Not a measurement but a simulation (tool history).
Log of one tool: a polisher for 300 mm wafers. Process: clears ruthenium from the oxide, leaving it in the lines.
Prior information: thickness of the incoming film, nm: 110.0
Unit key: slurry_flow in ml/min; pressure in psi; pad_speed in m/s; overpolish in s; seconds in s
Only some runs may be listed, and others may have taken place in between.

run,hour,slurry_flow,pressure,pad_speed,overpolish,seconds
1,0,260,2.7,1.04,25,79.536
2,6,260,2.5,1.04,25,86.737
3,12.9,260,2.4,1.04,25,87.525
4,13.6,260,2.8,1.04,25,77.784
5,21.1,260,2.8,1.04,27,77.365
6,27.7,235,2.8,1.04,27,78.683
7,29.3,235,2.6,1.04,27,84.167

Expected results for the next run?
8,30.7,235,2.5,1.04,27,?

Run 8 produced seconds 86.307 s.
